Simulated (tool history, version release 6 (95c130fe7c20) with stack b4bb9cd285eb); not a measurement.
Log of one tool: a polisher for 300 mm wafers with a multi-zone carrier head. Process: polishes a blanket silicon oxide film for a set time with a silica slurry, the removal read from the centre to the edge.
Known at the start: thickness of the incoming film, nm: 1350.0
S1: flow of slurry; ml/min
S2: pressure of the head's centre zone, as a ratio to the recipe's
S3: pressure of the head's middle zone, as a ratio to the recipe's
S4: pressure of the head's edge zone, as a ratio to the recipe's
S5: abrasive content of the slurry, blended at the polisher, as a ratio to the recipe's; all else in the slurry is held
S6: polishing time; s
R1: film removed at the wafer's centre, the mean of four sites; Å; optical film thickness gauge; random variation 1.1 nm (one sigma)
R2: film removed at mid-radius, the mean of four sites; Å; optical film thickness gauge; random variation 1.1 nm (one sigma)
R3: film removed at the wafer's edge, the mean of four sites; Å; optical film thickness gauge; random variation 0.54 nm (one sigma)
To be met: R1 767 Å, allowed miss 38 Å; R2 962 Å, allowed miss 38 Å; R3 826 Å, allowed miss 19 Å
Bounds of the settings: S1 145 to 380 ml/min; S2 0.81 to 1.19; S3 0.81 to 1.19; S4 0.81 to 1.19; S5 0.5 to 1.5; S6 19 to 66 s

run 1 day=0 | S1=245 S2=1 S3=1 S4=1 S5=1 S6=42 | R1=1357.9 R2=1364.6 R3=1443.1
run 2 day=0.062 | S1=240 S2=0.98 S3=1.03 S4=0.96 S5=0.85 S6=39 | R1=1107.7 R2=1132.1 R3=1171.2
run 3 day=0.221 | S1=240 S2=0.98 S3=1.03 S4=0.99 S5=0.85 S6=39 | R1=1092.4 R2=1191.2 R3=1181
run 4 day=0.325 | S1=190 S2=0.98 S3=1.03 S4=0.99 S5=0.85 S6=39 | R1=1049.3 R2=1128 R3=1153.7
-- day=0.604 edge zone pressure recalibrated
run 5 day=0.604 | S1=190 S2=0.98 S3=1.03 S4=1.03 S5=0.85 S6=39 | R1=1068.4 R2=1110.7 R3=1119.7
run 6 day=0.758 | S1=190 S2=0.98 S3=0.96 S4=1.03 S5=0.85 S6=39 | R1=1043.9 R2=1051 R3=1125.8
run 7 day=1.088 | S1=185 S2=0.97 S3=1.02 S4=1.04 S5=0.75 S6=38 | R1=906.48 R2=965.76 R3=982.83
run 8 day=1.242 | S1=185 S2=0.96 S3=1.07 S4=1.08 S5=0.7 S6=38 | R1=851.85 R2=947.79 R3=944.24
run 9 day=1.321 | S1=175 S2=0.96 S3=1.1 S4=1.03 S5=0.65 S6=38 | R1=782.57 R2=898.88 R3=836.63
run 10 day=1.396 | S1=175 S2=0.95 S3=1.12 S4=1.03 S5=0.65 S6=38 | R1=796.31 R2=906.41 R3=854.53
run 11 day=1.742 | S1=170 S2=0.93 S3=1.14 S4=0.98 S5=0.65 S6=38 | R1=738.42 R2=918.89 R3=827.71

Which of these 4 next moves meets every target?
run A day=2.088 | S1=215 S2=1.02 S3=1.11 S4=1.01 S5=0.65 S6=39 | R1=? R2=? R3=?
run B day=2.088 | S1=165 S2=0.95 S3=1.19 S4=0.98 S5=0.55 S6=47 | R1=? R2=? R3=?
run C day=2.088 | S1=205 S2=1 S3=1.01 S4=1.03 S5=0.7 S6=36 | R1=? R2=? R3=?
run D day=2.088 | S1=195 S2=1.08 S3=1.07 S4=0.96 S5=0.75 S6=33 | R1=? R2=? R3=?

move=A R1=879.33 R2=941.39 R3=880.71
move=B R1=767.98 R2=936.95 R3=828.06
move=C R1=849.32 R2=865.43 R3=880.11
move=D R1=888.04 R2=874.57 R3=824.85
A: brings the result that was furthest off to its target, and leaves another outside
B: meets every target
C: further off than the last run
D: further off than the last run
Move B is the one to make.
